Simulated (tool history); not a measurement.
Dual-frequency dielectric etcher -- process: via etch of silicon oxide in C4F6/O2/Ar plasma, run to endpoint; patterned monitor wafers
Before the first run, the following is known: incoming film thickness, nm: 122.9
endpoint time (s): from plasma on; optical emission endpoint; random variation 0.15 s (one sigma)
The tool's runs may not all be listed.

run 1 hour=0 | bias_power_(kW)=0.328 source_power_(kW)=0.44 Ar_flow_(sccm)=344 | endpoint_time_(s)=30.78
run 2 hour=8 | bias_power_(kW)=0.351 source_power_(kW)=0.44 Ar_flow_(sccm)=344 | endpoint_time_(s)=29.743
run 3 hour=10 | bias_power_(kW)=0.351 source_power_(kW)=0.44 Ar_flow_(sccm)=307 | endpoint_time_(s)=29.416
run 4 hour=15.1 | bias_power_(kW)=0.389 source_power_(kW)=0.44 Ar_flow_(sccm)=307 | endpoint_time_(s)=28.324
run 5 hour=24.1 | bias_power_(kW)=0.334 source_power_(kW)=0.42 Ar_flow_(sccm)=311 | endpoint_time_(s)=30.603
run 6 hour=32.7 | bias_power_(kW)=0.39 source_power_(kW)=0.42 Ar_flow_(sccm)=311 | endpoint_time_(s)=28.973
run 7 hour=33.6 | bias_power_(kW)=0.336 source_power_(kW)=0.4 Ar_flow_(sccm)=313 | endpoint_time_(s)=31.226

What does the tool deliver on the next run?
run 8 hour=39.5 | bias_power_(kW)=0.296 source_power_(kW)=0.39 Ar_flow_(sccm)=314 | endpoint_time_(s)=?

Run 8 came out at endpoint time (s) 33.293.
